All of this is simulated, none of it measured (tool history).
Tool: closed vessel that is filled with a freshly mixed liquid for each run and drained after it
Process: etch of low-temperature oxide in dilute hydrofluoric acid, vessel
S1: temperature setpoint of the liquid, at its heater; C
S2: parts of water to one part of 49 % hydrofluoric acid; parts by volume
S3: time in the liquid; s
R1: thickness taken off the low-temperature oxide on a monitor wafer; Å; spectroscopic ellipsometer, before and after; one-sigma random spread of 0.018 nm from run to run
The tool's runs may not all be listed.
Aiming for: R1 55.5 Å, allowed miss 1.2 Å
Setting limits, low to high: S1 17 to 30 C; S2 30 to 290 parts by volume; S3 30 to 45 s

run 1 hour=0 | S1=22 S2=160 S3=45 | R1=37.61
run 2 hour=9 | S1=23.5 S2=155 S3=45 | R1=41.26
run 3 hour=18.3 | S1=25 S2=155 S3=45 | R1=44.203
run 4 hour=22 | S1=25 S2=115 S3=45 | R1=61.961
run 5 hour=26.3 | S1=27 S2=115 S3=45 | R1=67.063
run 6 hour=27.7 | S1=26 S2=115 S3=45 | R1=64.37
run 7 hour=35.9 | S1=25.5 S2=115 S3=45 | R1=63.27
run 8 hour=36.8 | S1=25 S2=115 S3=45 | R1=61.819

Below are 5 possible settings for the next run. Only one of them brings all results inside the allowed miss of their targets. Which is it?
run A hour=37.7 | S1=27 S2=100 S3=30 | R1=?
run B hour=37.7 | S1=24.5 S2=130 S3=45 | R1=?
run C hour=37.7 | S1=24 S2=130 S3=45 | R1=?
run D hour=37.7 | S1=24.5 S2=125 S3=45 | R1=?
run E hour=37.7 | S1=27.5 S2=145 S3=45 | R1=?

move=A R1=52.313
move=B R1=52.796
move=C R1=51.785
move=D R1=55.236
move=E R1=52.059
A: takes the biggest miss from the last run beyond its target
B: takes the biggest miss from the last run beyond its target
C: takes the biggest miss from the last run beyond its target
D: each result inside its tolerance
E: takes the biggest miss from the last run beyond its target
Go with D: it meets all targets.
